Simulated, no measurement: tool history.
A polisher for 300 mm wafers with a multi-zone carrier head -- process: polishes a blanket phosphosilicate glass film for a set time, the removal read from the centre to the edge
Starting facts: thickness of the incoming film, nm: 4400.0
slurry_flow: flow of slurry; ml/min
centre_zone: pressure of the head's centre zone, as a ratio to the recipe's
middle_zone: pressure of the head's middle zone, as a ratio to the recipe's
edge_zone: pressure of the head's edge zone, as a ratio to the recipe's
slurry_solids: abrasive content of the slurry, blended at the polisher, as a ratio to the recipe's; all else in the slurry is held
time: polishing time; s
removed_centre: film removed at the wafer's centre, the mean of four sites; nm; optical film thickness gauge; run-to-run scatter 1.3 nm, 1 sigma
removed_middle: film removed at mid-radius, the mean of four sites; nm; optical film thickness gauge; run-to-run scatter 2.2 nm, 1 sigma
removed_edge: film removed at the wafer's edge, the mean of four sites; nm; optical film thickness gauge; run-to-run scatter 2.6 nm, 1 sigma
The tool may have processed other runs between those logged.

run,day,slurry_flow,centre_zone,middle_zone,edge_zone,slurry_solids,time,removed_centre,removed_middle,removed_edge
1,0.000,180,1.00,1.00,1.00,1.00,31,281.04,284.18,280.98
2,0.350,175,0.97,0.97,0.98,0.95,31,272.18,272.52,273.89
3,0.658,175,0.97,1.02,0.98,0.95,31,266.55,282.01,280.81
4,0.796,210,0.97,1.02,0.98,0.95,31,277.56,292.48,281.02
5,0.871,200,0.95,1.00,0.97,0.85,31,261.66,277.46,269.55
6,0.908,190,0.93,0.97,0.97,0.80,31,251.26,255.23,261.56
7,1.012,185,0.91,0.96,0.95,0.75,31,239.50,251.85,253.41
8,1.296,175,0.89,0.94,0.94,0.70,31,229.65,244.62,245.19
9,1.408,175,0.89,0.94,0.94,0.70,31,227.26,241.78,248.87
10,1.483,170,0.88,0.92,0.93,0.65,31,218.38,230.24,244.40

Run 11 comes next. What will it give?
11,1.571,170,0.88,0.92,0.92,0.60,31,?,?,?

{"run 11": {"removed_centre": 213.73, "removed_middle": 226.81, "removed_edge": 233.35}}
